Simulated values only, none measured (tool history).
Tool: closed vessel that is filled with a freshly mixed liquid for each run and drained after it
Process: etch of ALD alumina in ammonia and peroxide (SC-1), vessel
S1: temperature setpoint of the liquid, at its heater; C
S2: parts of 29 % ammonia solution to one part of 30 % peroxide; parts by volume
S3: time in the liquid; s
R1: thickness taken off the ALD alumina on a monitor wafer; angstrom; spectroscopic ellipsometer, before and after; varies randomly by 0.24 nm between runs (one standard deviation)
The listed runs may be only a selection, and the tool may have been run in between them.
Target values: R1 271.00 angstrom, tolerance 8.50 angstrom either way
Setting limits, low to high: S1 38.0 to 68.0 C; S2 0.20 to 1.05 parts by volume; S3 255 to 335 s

{"run": 1, "hour": 0.0, "S1": 52.0, "S2": 0.55, "S3": 335, "R1": 172.87}
{"run": 2, "hour": 1.7, "S1": 52.0, "S2": 0.55, "S3": 335, "R1": 174.71}
{"run": 3, "hour": 5.3, "S1": 52.0, "S2": 0.75, "S3": 335, "R1": 177.48}
{"run": 4, "hour": 12.4, "S1": 49.0, "S2": 0.75, "S3": 335, "R1": 150.34}
{"run": 5, "hour": 18.1, "S1": 49.0, "S2": 0.75, "S3": 255, "R1": 115.55}
{"run": 6, "hour": 25.9, "S1": 49.0, "S2": 0.95, "S3": 255, "R1": 116.59}
{"run": 7, "hour": 31.9, "S1": 52.0, "S2": 0.95, "S3": 255, "R1": 139.53}
{"run": 8, "hour": 32.4, "S1": 54.5, "S2": 0.95, "S3": 255, "R1": 160.63}
{"run": 9, "hour": 41.4, "S1": 56.5, "S2": 0.95, "S3": 255, "R1": 178.08}

Which one of the following 4 next-run settings gets every result inside its allowed miss? There is exactly one.
{"run": "A", "hour": 50.4, "S1": 44.5, "S2": 0.95, "S3": 325, "R1": "?"}
{"run": "B", "hour": 50.4, "S1": 61.5, "S2": 0.75, "S3": 310, "R1": "?"}
{"run": "C", "hour": 50.4, "S1": 58.5, "S2": 1.05, "S3": 300, "R1": "?"}
{"run": "D", "hour": 50.4, "S1": 54.5, "S2": 1.0, "S3": 335, "R1": "?"}

move=A R1=116.97
move=B R1=272.61
move=C R1=233.49
move=D R1=210.33
A: lands further from the targets than the last run did
B: hits every target within its allowed miss
C: closes in on the targets versus the last run, not all within tolerance yet
D: closes in on the targets versus the last run, not all within tolerance yet
Go with B: it meets all targets.
